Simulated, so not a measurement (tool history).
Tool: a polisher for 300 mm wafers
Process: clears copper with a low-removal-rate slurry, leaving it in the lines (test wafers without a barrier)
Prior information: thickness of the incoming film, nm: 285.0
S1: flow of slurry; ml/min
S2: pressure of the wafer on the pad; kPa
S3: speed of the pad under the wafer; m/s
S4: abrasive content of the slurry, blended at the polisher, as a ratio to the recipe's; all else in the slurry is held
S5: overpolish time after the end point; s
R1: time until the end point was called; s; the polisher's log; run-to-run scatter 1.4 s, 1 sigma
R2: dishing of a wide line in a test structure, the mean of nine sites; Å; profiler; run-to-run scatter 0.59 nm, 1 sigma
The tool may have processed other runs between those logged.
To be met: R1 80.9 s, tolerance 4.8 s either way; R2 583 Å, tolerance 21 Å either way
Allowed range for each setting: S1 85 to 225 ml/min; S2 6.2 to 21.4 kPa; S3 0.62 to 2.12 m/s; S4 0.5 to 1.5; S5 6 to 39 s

run  hour   S1    S2    S3  S4  S5      R1      R2
  1     0  145  13.8  1.36   1  20  104.39  350.74
  2   8.1  145    11  1.36   1  20  131.11  292.77
  3    14  145    11  1.14   1  20   155.5  257.78
  4  14.7  145  12.4  1.14   1  21  139.94  291.95
  5  20.7  145  15.2  1.14   1  21  112.33  345.59
  6  24.4  145  15.9  1.14   1  22  105.22  372.97
  7  30.7  145  16.5  1.14   1  23  105.53  398.31
  8  33.9  145  17.2  1.14   1  24  100.94  426.14
  9  37.1  145  17.2  1.14   1  24  100.15  434.08
 10    40  145  17.9  1.14   1  24  95.596  441.58
 11  41.9  145  19.3  1.14   1  26  90.938  501.43
 12  43.1  150  20.7  1.14   1  27  85.314  531.99

Exactly one of the 4 candidate moves below puts every result within its allowed miss. Which one?
  A  44.3  140  21.4   1.3     1  22   ?   ?
  B  44.3  135  18.6  1.12  0.95  36   ?   ?
  C  44.3  140    20  1.04   1.4  38   ?   ?
  D  44.3  155  20.7  1.22   0.9  29   ?   ?

move      R1      R2
   A  71.982  517.66
   B  96.939  581.67
   C  88.156  639.45
   D  79.565  579.76
A: misses by more than the last run did
B: gets the furthest-off result to its target, but another result is out of tolerance
C: the result that was furthest off in the last run now lies on the other side of its target
D: each result inside its tolerance
D meets every target.

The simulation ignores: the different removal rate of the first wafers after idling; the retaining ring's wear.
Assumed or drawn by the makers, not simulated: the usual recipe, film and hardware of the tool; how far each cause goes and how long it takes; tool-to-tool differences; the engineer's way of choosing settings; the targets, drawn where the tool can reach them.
